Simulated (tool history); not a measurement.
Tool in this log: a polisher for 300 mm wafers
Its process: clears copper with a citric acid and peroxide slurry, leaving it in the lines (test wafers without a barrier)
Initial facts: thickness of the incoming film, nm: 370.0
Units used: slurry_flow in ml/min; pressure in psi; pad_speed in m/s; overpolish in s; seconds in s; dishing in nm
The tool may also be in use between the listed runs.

| run | day | slurry_flow | pressure | pad_speed | slurry_solids | overpolish | seconds | dishing |
|---|---|---|---|---|---|---|---|---|
| 1 | 0 | 240 | 3.1 | 1.26 | 1 | 28 | 117 | 59.378 |
| 2 | 0.062 | 240 | 3.1 | 1.26 | 0.8 | 28 | 116.33 | 57.868 |
| 3 | 0.275 | 240 | 3.7 | 1.26 | 0.8 | 28 | 99.394 | 68.304 |
| 4 | 0.296 | 240 | 3.7 | 1.56 | 0.8 | 28 | 80.393 | 82.058 |
| 5 | 0.538 | 240 | 3.6 | 1.56 | 0.8 | 29 | 81.449 | 80.991 |
| 6 | 0.804 | 240 | 3.5 | 1.54 | 0.8 | 30 | 88.292 | 78.936 |
| 7 | 0.938 | 240 | 3.5 | 1.54 | 0.8 | 31 | 86.114 | 82.564 |
| 8 | 1.121 | 240 | 3.4 | 1.54 | 0.8 | 32 | 88.199 | 81.247 |

Run 9 is up next; what results do you expect?
| 9 | 1.229 | 235 | 2.8 | 1.48 | 0.8 | 46 | ? | ? |

seconds: 112.71 s
dishing: 88.893 nm
